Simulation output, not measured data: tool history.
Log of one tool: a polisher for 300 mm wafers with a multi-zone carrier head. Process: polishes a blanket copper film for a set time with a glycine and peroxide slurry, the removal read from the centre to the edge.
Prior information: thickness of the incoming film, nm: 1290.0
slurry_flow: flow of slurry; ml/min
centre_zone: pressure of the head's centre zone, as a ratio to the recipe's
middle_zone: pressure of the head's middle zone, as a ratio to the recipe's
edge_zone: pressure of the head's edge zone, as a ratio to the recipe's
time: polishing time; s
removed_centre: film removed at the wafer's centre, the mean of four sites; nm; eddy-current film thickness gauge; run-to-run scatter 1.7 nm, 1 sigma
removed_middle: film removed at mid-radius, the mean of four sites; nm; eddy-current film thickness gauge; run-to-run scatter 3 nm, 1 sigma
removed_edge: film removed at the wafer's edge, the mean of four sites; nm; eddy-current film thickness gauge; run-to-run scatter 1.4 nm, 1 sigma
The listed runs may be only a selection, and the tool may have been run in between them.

| run | day | slurry_flow | centre_zone | middle_zone | edge_zone | time | removed_centre | removed_middle | removed_edge |
|---|---|---|---|---|---|---|---|---|---|
| 1 | 0 | 230 | 1 | 1 | 1 | 69 | 324.23 | 344.61 | 329.04 |
| 2 | 0.05 | 230 | 1 | 1 | 0.95 | 60 | 280.47 | 304.83 | 280.38 |
| 3 | 0.15 | 230 | 1 | 1 | 1.04 | 60 | 283.34 | 291.52 | 293.76 |
| 4 | 0.421 | 175 | 1 | 1 | 1.04 | 60 | 276.47 | 294.05 | 287.38 |
| 5 | 0.783 | 175 | 1 | 1 | 1.04 | 73 | 332.67 | 344.35 | 349.34 |
| 6 | 0.958 | 180 | 1.01 | 0.99 | 0.99 | 63 | 293.55 | 306.46 | 289.21 |
| 7 | 1.162 | 170 | 0.99 | 0.95 | 0.94 | 58 | 264.04 | 261.69 | 261.65 |
| 8 | 1.446 | 165 | 0.99 | 0.96 | 0.9 | 54 | 248.24 | 250.9 | 236.64 |
| 9 | 1.508 | 160 | 0.98 | 0.97 | 0.87 | 52 | 232.75 | 243.88 | 227.86 |
| 10 | 1.758 | 190 | 1.02 | 1.04 | 0.82 | 43 | 204.73 | 212.41 | 184.45 |
| 11 | 1.833 | 210 | 1.02 | 1.04 | 0.84 | 43 | 205.32 | 217.9 | 187.04 |

Predict the results of run 12:
| 12 | 1.875 | 225 | 1.02 | 1.04 | 0.86 | 43 | ? | ? | ? |

Run 12 gave removed_centre 207.58 nm, removed_middle 217.93 nm, removed_edge 189.66 nm.

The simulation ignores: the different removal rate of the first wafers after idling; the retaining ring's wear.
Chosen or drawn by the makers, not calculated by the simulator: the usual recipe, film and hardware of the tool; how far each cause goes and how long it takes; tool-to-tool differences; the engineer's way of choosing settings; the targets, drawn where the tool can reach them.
